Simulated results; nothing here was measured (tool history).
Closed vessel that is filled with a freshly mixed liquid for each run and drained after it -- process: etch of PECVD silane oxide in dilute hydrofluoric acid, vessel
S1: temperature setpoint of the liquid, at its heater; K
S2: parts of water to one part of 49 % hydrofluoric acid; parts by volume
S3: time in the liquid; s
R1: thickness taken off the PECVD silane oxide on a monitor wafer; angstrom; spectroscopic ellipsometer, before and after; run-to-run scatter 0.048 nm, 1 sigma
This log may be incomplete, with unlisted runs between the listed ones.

| run | hour | S1 | S2 | S3 | R1 |
|---|---|---|---|---|---|
| 1 | 0.0 | 299.15 | 215 | 85 | 118.49 |
| 2 | 3.4 | 302.15 | 215 | 85 | 131.08 |
| 3 | 7.8 | 301.15 | 215 | 85 | 126.63 |
| 4 | 11.9 | 301.15 | 245 | 85 | 107.50 |
| 5 | 14.8 | 301.15 | 170 | 85 | 167.46 |
| 6 | 15.9 | 301.15 | 170 | 85 | 170.26 |
| 7 | 25.1 | 300.15 | 175 | 85 | 157.88 |

Estimate the outcome of run 8 from the log above:
| 8 | 34.3 | 299.15 | 180 | 85 | ? |

{"run 8": {"R1": 146.51}}
